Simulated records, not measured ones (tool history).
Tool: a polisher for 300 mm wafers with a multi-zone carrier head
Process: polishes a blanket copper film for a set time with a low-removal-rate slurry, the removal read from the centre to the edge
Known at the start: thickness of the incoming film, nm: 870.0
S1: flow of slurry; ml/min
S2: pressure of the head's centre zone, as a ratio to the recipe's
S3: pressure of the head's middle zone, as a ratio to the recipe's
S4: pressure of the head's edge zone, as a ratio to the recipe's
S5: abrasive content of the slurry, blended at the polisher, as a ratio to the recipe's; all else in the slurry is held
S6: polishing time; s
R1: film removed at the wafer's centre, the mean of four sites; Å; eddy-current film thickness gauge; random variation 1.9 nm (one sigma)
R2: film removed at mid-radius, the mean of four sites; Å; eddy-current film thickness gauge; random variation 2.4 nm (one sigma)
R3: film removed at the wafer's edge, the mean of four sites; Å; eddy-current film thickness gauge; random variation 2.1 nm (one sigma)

run    day   S1    S2    S3    S4    S5  S6      R1      R2      R3
  1  0.000  315  1.00  1.00  1.00  1.00  63  1309.9  1290.0  1276.7
  2  0.162  285  1.00  1.00  1.00  1.00  63  1300.9  1263.4  1278.9
  3  0.196  285  0.93  1.00  1.00  1.00  63  1178.9  1275.3  1293.3
  4  0.500  285  0.93  0.95  1.00  1.00  63  1189.7  1279.2  1257.1
  5  0.525  300  0.91  0.95  0.99  1.10  65  1240.7  1323.7  1340.7
  6  0.754  300  0.85  0.95  0.99  1.10  65  1179.6  1292.5  1297.6
  7  0.912  285  0.84  0.99  0.96  1.10  68  1183.7  1390.9  1328.8
  8  1.100  280  0.84  1.01  0.96  1.15  69  1201.0  1471.8  1379.4
  9  1.312  280  0.86  1.02  0.96  1.20  69  1240.1  1447.0  1410.7
 10  1.446  285  0.86  1.04  0.95  1.20  70  1250.4  1549.0  1380.4
 11  1.717  285  0.87  1.05  0.96  1.25  70  1280.0  1571.0  1425.8
 12  1.975  285  0.88  1.06  0.97  1.30  70  1313.6  1574.6  1442.3

Forecast run 13:
 13  2.104  285  0.88  1.07  0.98  1.35  70   ?   ?   ?

R1: 1315.1 Å
R2: 1614.0 Å
R3: 1459.6 Å
